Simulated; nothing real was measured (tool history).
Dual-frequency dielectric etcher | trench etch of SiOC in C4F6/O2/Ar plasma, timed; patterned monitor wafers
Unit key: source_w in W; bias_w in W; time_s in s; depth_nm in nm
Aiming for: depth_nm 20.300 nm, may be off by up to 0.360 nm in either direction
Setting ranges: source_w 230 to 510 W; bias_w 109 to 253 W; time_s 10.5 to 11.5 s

run 1 hour=0.0 | source_w=370 bias_w=181 time_s=11.5 | depth_nm=23.396
run 2 hour=4.9 | source_w=370 bias_w=209 time_s=11.5 | depth_nm=24.441
run 3 hour=9.4 | source_w=370 bias_w=209 time_s=10.5 | depth_nm=22.436
run 4 hour=11.2 | source_w=350 bias_w=206 time_s=10.5 | depth_nm=21.614
run 5 hour=15.4 | source_w=350 bias_w=219 time_s=10.5 | depth_nm=22.003
run 6 hour=19.9 | source_w=350 bias_w=219 time_s=11.5 | depth_nm=24.430
run 7 hour=21.0 | source_w=320 bias_w=210 time_s=11.5 | depth_nm=22.747
run 8 hour=29.8 | source_w=300 bias_w=208 time_s=11.5 | depth_nm=21.813
run 9 hour=37.8 | source_w=290 bias_w=207 time_s=11.5 | depth_nm=21.470
run 10 hour=41.9 | source_w=280 bias_w=206 time_s=11.5 | depth_nm=20.864

Which single option among these 4 for the next run brings every result within its allowed miss of target? Just one does.
run A hour=46.0 | source_w=290 bias_w=205 time_s=11.5 | depth_nm=?
run B hour=46.0 | source_w=270 bias_w=203 time_s=11.0 | depth_nm=?
run C hour=46.0 | source_w=290 bias_w=234 time_s=10.5 | depth_nm=?
run D hour=46.0 | source_w=290 bias_w=203 time_s=11.5 | depth_nm=?

move=A depth_nm=21.354
move=B depth_nm=19.543
move=C depth_nm=20.297
move=D depth_nm=21.292
A: misses by more than the last run did
B: takes the biggest miss from the last run beyond its target
C: each result inside its tolerance
D: misses by more than the last run did
Correct choice: C, which meets every target
